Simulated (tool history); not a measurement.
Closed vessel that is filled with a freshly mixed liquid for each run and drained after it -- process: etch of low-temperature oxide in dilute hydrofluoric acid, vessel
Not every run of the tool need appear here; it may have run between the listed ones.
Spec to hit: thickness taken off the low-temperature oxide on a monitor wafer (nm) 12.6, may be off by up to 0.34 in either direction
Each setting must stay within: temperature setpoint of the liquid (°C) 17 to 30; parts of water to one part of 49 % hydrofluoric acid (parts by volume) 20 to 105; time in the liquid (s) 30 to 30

| run | hour | temperature setpoint of the liquid (°C) | parts of water to one part of 49 % hydrofluoric acid (parts by volume) | time in the liquid (s) | thickness taken off the low-temperature oxide on a monitor wafer (nm) |
|---|---|---|---|---|---|
| 1 | 0 | 22 | 55 | 30 | 17.101 |
| 2 | 3.6 | 24 | 55 | 30 | 18.486 |
| 3 | 8.2 | 22 | 55 | 30 | 17.048 |
| 4 | 16 | 20.5 | 55 | 30 | 16.184 |
| 5 | 20.2 | 20.5 | 35 | 30 | 25.978 |
| 6 | 27.4 | 20.5 | 35 | 30 | 25.681 |
| 7 | 31.4 | 19.5 | 45 | 30 | 19.038 |
| 8 | 35.9 | 18.5 | 50 | 30 | 16.502 |
| 9 | 42.9 | 18 | 55 | 30 | 14.424 |

Of the 5 settings listed for the next run, only one would bring every result within its allowed miss of target. Which one?
| A | 49.9 | 21 | 70 | 30 | ? |
| B | 49.9 | 19.5 | 50 | 30 | ? |
| C | 49.9 | 21.5 | 65 | 30 | ? |
| D | 49.9 | 20.5 | 55 | 30 | ? |
| E | 49.9 | 19 | 50 | 30 | ? |

| move | thickness taken off the low-temperature oxide on a monitor wafer (nm) |
|---|---|
| A | 12.563 |
| B | 16.911 |
| C | 13.897 |
| D | 15.944 |
| E | 16.554 |
A: meets every target
B: misses by more than the last run did
C: better than the last run, though not everything is in spec
D: misses by more than the last run did
E: misses by more than the last run did
Correct choice: A, which meets every target

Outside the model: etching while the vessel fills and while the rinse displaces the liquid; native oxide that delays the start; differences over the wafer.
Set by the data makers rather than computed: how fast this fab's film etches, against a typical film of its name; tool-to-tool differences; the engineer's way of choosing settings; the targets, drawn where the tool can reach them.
